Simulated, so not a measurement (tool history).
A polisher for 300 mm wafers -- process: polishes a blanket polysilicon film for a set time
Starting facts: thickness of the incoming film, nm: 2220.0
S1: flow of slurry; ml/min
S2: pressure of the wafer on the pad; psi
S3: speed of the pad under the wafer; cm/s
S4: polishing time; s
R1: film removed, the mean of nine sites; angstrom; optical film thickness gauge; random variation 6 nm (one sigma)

run,hour,S1,S2,S3,S4,R1
1,0,125,2.2,120,124,11521
2,1.8,95,2.2,120,124,10585
3,7.8,95,2.2,120,130,11339
4,13.9,80,2.2,120,130,10605
5,21,110,2.2,120,130,11876
6,25.1,110,2.2,144,130,13465
7,25.7,105,2,144,130,12514
8,27.8,100,1.8,142,130,11074
9,34.2,95,1.7,142,130,10645
10,41.1,90,1.6,140,130,10045
11,47,90,1.5,138,130,9300.4
12,52.6,90,1.5,138,130,9368.7
13,57.2,90,1.4,138,130,8850.4

The next listed run, before its measurement:
14,62.8,90,1.3,138,130,?

Logged for run 14: R1 8443.3 angstrom.
